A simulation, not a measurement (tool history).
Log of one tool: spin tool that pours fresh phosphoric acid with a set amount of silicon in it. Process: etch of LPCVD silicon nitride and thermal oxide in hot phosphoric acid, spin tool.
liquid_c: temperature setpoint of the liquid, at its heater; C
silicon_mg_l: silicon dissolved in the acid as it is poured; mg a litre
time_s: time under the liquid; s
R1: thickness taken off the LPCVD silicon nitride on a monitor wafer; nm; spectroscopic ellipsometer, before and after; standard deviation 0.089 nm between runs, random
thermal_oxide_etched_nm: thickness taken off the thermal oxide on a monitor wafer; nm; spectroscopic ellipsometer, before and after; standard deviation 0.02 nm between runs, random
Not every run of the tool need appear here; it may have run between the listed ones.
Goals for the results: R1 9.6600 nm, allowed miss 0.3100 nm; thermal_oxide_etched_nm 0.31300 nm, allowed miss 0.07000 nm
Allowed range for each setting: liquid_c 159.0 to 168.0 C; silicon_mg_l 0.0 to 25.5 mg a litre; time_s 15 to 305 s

run 1 hour=0.0 | liquid_c=164.0 silicon_mg_l=11.0 time_s=155 | R1=13.3420 thermal_oxide_etched_nm=0.47223
run 2 hour=2.7 | liquid_c=163.0 silicon_mg_l=11.0 time_s=155 | R1=13.0260 thermal_oxide_etched_nm=0.48152
run 3 hour=4.6 | liquid_c=163.0 silicon_mg_l=11.0 time_s=185 | R1=15.4630 thermal_oxide_etched_nm=0.53884
run 4 hour=8.0 | liquid_c=162.5 silicon_mg_l=11.5 time_s=175 | R1=14.5250 thermal_oxide_etched_nm=0.50021
run 5 hour=15.9 | liquid_c=162.5 silicon_mg_l=12.0 time_s=165 | R1=13.6270 thermal_oxide_etched_nm=0.47317
run 6 hour=16.8 | liquid_c=162.5 silicon_mg_l=16.5 time_s=165 | R1=13.6720 thermal_oxide_etched_nm=0.42837
run 7 hour=17.5 | liquid_c=162.0 silicon_mg_l=16.5 time_s=160 | R1=12.8990 thermal_oxide_etched_nm=0.35177
run 8 hour=23.8 | liquid_c=162.0 silicon_mg_l=15.5 time_s=155 | R1=12.4900 thermal_oxide_etched_nm=0.37852
run 9 hour=25.1 | liquid_c=162.0 silicon_mg_l=15.0 time_s=150 | R1=12.2060 thermal_oxide_etched_nm=0.31953
run 10 hour=32.4 | liquid_c=162.0 silicon_mg_l=14.0 time_s=145 | R1=11.7020 thermal_oxide_etched_nm=0.38027
run 11 hour=33.6 | liquid_c=161.5 silicon_mg_l=14.0 time_s=145 | R1=11.4590 thermal_oxide_etched_nm=0.35046
run 12 hour=35.5 | liquid_c=161.5 silicon_mg_l=13.5 time_s=145 | R1=11.3890 thermal_oxide_etched_nm=0.36795
run 13 hour=36.8 | liquid_c=160.5 silicon_mg_l=13.5 time_s=140 | R1=10.7490 thermal_oxide_etched_nm=0.30532
run 14 hour=40.0 | liquid_c=160.5 silicon_mg_l=13.0 time_s=140 | R1=10.7130 thermal_oxide_etched_nm=0.31403
run 15 hour=47.1 | liquid_c=160.5 silicon_mg_l=12.5 time_s=140 | R1=10.6790 thermal_oxide_etched_nm=0.31855
run 16 hour=55.2 | liquid_c=160.5 silicon_mg_l=12.0 time_s=140 | R1=10.7530 thermal_oxide_etched_nm=0.37769
run 17 hour=57.8 | liquid_c=160.0 silicon_mg_l=13.0 time_s=135 | R1=10.0910 thermal_oxide_etched_nm=0.27387
run 18 hour=65.8 | liquid_c=160.0 silicon_mg_l=13.0 time_s=135 | R1=10.4470 thermal_oxide_etched_nm=0.31068
run 19 hour=72.5 | liquid_c=160.0 silicon_mg_l=13.0 time_s=135 | R1=10.3350 thermal_oxide_etched_nm=0.27478
run 20 hour=81.0 | liquid_c=160.0 silicon_mg_l=12.5 time_s=135 | R1=10.2870 thermal_oxide_etched_nm=0.30770
run 21 hour=84.8 | liquid_c=160.0 silicon_mg_l=12.0 time_s=135 | R1=10.2760 thermal_oxide_etched_nm=0.35280

Which of these 5 next moves meets every target?
run A hour=88.6 | liquid_c=161.5 silicon_mg_l=11.5 time_s=120 | R1=? thermal_oxide_etched_nm=?
run B hour=88.6 | liquid_c=166.0 silicon_mg_l=18.0 time_s=120 | R1=? thermal_oxide_etched_nm=?
run C hour=88.6 | liquid_c=159.0 silicon_mg_l=12.5 time_s=155 | R1=? thermal_oxide_etched_nm=?
run D hour=88.6 | liquid_c=160.0 silicon_mg_l=1.0 time_s=140 | R1=? thermal_oxide_etched_nm=?
run E hour=88.6 | liquid_c=159.5 silicon_mg_l=15.0 time_s=150 | R1=? thermal_oxide_etched_nm=?

move=A R1=9.4819 thermal_oxide_etched_nm=0.31277
move=B R1=11.0010 thermal_oxide_etched_nm=0.36921
move=C R1=11.2620 thermal_oxide_etched_nm=0.32803
move=D R1=10.5210 thermal_oxide_etched_nm=0.40548
move=E R1=11.0840 thermal_oxide_etched_nm=0.31009
A: in spec on every target
B: misses by more than the last run did
C: misses by more than the last run did
D: misses by more than the last run did
E: misses by more than the last run did
Answer: A
